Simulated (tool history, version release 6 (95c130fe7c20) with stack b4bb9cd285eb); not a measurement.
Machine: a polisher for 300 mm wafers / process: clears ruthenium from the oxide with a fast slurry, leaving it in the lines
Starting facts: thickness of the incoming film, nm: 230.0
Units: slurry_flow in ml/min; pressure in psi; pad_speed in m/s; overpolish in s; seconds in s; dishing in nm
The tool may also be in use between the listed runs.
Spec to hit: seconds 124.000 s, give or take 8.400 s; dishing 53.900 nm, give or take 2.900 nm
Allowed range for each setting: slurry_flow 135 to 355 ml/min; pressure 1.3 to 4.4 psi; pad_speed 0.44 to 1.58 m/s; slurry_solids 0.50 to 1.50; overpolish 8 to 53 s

run	hour	slurry_flow	pressure	pad_speed	slurry_solids	overpolish	seconds	dishing
1	0.0	225	2.8	1.00	1.00	27	62.640	75.142
2	3.4	225	2.8	1.00	1.10	27	61.487	75.575
3	4.6	225	2.8	1.00	1.10	37	61.534	100.530
4	5.5	255	2.8	1.00	1.10	37	58.471	101.540
5	14.0	250	2.4	0.96	1.10	37	74.997	87.267
6	19.5	195	2.4	0.96	1.10	37	73.486	86.682
7	28.3	195	2.1	0.92	1.10	36	88.949	72.689
8	32.0	195	1.3	0.90	1.10	34	138.330	46.767
9	32.8	195	1.3	0.90	1.10	34	137.380	47.726
10	35.9	195	1.4	0.90	1.10	34	129.990	48.806

Of the 5 settings listed for the next run, only one would bring every result within its allowed miss of target. Which one?
A	39.0	180	1.8	0.92	1.05	35	?	?
B	39.0	205	1.4	0.82	1.00	35	?	?
C	39.0	180	1.6	1.00	1.05	31	?	?
D	39.0	165	1.7	0.76	1.15	36	?	?
E	39.0	155	1.5	0.90	1.15	40	?	?

move	seconds	dishing
A	106.480	61.132
B	151.120	45.020
C	109.330	53.825
D	129.860	52.776
E	124.810	59.829
A: moves the result that the last run missed by most past its target, out the other side
B: further off than the last run
C: gets the furthest-off result to its target, but another result is out of tolerance
D: meets every target
E: moves the result that the last run missed by most past its target, out the other side
The right move is D.
